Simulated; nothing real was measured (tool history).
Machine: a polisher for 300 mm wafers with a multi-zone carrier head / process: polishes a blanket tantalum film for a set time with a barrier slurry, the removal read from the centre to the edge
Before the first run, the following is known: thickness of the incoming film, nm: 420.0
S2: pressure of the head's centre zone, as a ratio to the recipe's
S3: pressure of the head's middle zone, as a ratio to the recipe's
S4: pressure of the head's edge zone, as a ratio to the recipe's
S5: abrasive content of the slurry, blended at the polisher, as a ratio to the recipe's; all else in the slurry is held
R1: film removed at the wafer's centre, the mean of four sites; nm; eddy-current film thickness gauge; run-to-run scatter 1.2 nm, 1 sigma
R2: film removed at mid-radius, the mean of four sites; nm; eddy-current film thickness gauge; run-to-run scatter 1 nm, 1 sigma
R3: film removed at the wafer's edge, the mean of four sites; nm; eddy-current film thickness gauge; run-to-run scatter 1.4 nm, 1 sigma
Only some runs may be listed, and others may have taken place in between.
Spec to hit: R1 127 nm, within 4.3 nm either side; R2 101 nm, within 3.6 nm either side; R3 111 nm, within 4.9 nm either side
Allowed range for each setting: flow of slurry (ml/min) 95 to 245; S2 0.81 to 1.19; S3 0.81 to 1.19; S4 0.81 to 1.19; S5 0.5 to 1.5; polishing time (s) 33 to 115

Run 1, hour 0: flow of slurry (ml/min) 155, S2 1, S3 1, S4 1, S5 1, polishing time (s) 73. Result: R1 125.62 nm, R2 128.75 nm, R3 134.3 nm.
Run 2, hour 8.6: flow of slurry (ml/min) 150, S2 1.01, S3 0.99, S4 0.98, S5 0.95, polishing time (s) 73. Result: R1 126.31 nm, R2 122.49 nm, R3 128.03 nm.
Run 3, hour 15.5: flow of slurry (ml/min) 145, S2 1.01, S3 0.98, S4 0.97, S5 0.95, polishing time (s) 73. Result: R1 124.11 nm, R2 124.48 nm, R3 125.93 nm.
Run 4, hour 17.8: flow of slurry (ml/min) 115, S2 1.01, S3 0.98, S4 0.97, S5 0.95, polishing time (s) 73. Result: R1 117.14 nm, R2 117.67 nm, R3 121.26 nm.
Run 5, hour 25.9: flow of slurry (ml/min) 115, S2 1.02, S3 0.97, S4 0.97, S5 0.95, polishing time (s) 73. Result: R1 117.75 nm, R2 113.47 nm, R3 122.92 nm.
Run 6, hour 31.6: flow of slurry (ml/min) 115, S2 1.02, S3 0.97, S4 0.91, S5 0.95, polishing time (s) 73. Result: R1 119.12 nm, R2 114.74 nm, R3 117.78 nm.
Run 7, hour 39.8: flow of slurry (ml/min) 115, S2 1.03, S3 0.96, S4 0.9, S5 0.95, polishing time (s) 73. Result: R1 119.56 nm, R2 113.27 nm, R3 118.07 nm.
At hour 44.4: edge zone pressure recalibrated.
Run 8, hour 44.4: flow of slurry (ml/min) 115, S2 1.04, S3 0.95, S4 0.89, S5 0.95, polishing time (s) 73. Result: R1 119.22 nm, R2 113.44 nm, R3 111.58 nm.
Run 9, hour 45.2: flow of slurry (ml/min) 115, S2 1.05, S3 0.94, S4 0.91, S5 0.95, polishing time (s) 73. Result: R1 120.96 nm, R2 113.47 nm, R3 115.78 nm.
Run 10, hour 53.1: flow of slurry (ml/min) 115, S2 1.07, S3 0.93, S4 0.92, S5 0.95, polishing time (s) 73. Result: R1 122.41 nm, R2 112.57 nm, R3 112.57 nm.
Run 11, hour 58.1: flow of slurry (ml/min) 115, S2 1.08, S3 0.92, S4 0.94, S5 0.95, polishing time (s) 73. Result: R1 125.47 nm, R2 110.84 nm, R3 115.87 nm.
Run 12, hour 59.7: flow of slurry (ml/min) 115, S2 1.09, S3 0.91, S4 0.94, S5 0.95, polishing time (s) 73. Result: R1 125.64 nm, R2 110.87 nm, R3 115.94 nm.
Run 13, hour 60.6: flow of slurry (ml/min) 115, S2 1.1, S3 0.9, S4 0.94, S5 0.95, polishing time (s) 73. Result: R1 128.08 nm, R2 108.07 nm, R3 115.04 nm.
Run 14, hour 61.8: flow of slurry (ml/min) 115, S2 1.1, S3 0.9, S4 0.94, S5 0.95, polishing time (s) 73. Result: R1 127.53 nm, R2 107.68 nm, R3 113.11 nm.

Exercise: of the 5 proposed moves below, exactly one satisfies all targets within the stated allowed misses. Which move is it?
Run A, hour 63: flow of slurry (ml/min) 110, S2 1.15, S3 1.02, S4 0.87, S5 1, polishing time (s) 70. Result: R1 ?, R2 ?, R3 ?.
Run B, hour 63: flow of slurry (ml/min) 145, S2 1.08, S3 0.94, S4 0.91, S5 0.9, polishing time (s) 72. Result: R1 ?, R2 ?, R3 ?.
Run C, hour 63: flow of slurry (ml/min) 145, S2 1.07, S3 0.91, S4 0.85, S5 1.1, polishing time (s) 68. Result: R1 ?, R2 ?, R3 ?.
Run D, hour 63: flow of slurry (ml/min) 110, S2 1.13, S3 0.85, S4 0.93, S5 0.7, polishing time (s) 79. Result: R1 ?, R2 ?, R3 ?.
Run E, hour 63: flow of slurry (ml/min) 100, S2 1.1, S3 0.81, S4 1.02, S5 1, polishing time (s) 68. Result: R1 ?, R2 ?, R3 ?.

move      R1      R2      R3
   A  129.84  116.03  106.94
   B  130.87  115.41  114.21
   C  128.98   111.8  110.23
   D  129.89   101.6  112.66
   E   116.9  90.686  110.28
A: misses by more than the last run did
B: misses by more than the last run did
C: misses by more than the last run did
D: in spec on every target
E: the result that was furthest off in the last run now lies on the other side of its target
D is the move that brings every result within its allowed miss.

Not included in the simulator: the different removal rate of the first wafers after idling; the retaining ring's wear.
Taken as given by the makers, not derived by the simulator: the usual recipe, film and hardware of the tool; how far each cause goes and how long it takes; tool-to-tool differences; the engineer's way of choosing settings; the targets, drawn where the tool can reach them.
